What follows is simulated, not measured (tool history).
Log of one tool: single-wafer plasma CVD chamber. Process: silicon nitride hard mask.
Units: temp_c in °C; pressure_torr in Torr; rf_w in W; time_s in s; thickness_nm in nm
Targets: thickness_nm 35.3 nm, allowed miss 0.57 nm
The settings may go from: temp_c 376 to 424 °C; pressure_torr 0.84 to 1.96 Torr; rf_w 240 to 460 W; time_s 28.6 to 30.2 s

run	hour	temp_c	pressure_torr	rf_w	time_s	thickness_nm
1	0	400	1.4	350	30.2	39.53
2	3.8	400	1.34	350	30.2	39.002
3	6.5	400	1.29	350	30.2	38.693
4	11.6	400	1.29	395	30.2	42.016
5	12.9	400	1.53	395	30.2	43.527
6	21.6	400	1.53	360	30.2	40.819
7	28.8	400	1.47	355	30.2	40.189
8	33	400	1.41	350	30.2	39.04
9	34.3	400	1.36	345	30.2	38.497
10	36.2	400	1.31	345	30.2	38.466
11	37.5	400	1.27	340	30.2	37.528
12	41.7	400	1.24	340	30.2	37.465
13	43.9	400	1.21	340	30.2	37.251
14	48.2	400	1.18	340	30.2	36.898
15	51.6	400	1.16	340	30.2	37.047

4 next moves are on the table. One of them brings every result within its allowed miss. Which?
A	55	401	1.16	345	29.3	?
B	55	404	1.09	355	28.6	?
C	55	398	1.3	330	29.7	?
D	55	376	1.34	345	28.6	?

move	thickness_nm
A	36.203
B	35.527
C	36.52
D	36.837
A: nearer than the last run, and not there yet
B: meets every target
C: nearer than the last run, and not there yet
D: nearer than the last run, and not there yet
Move B is the one to make.

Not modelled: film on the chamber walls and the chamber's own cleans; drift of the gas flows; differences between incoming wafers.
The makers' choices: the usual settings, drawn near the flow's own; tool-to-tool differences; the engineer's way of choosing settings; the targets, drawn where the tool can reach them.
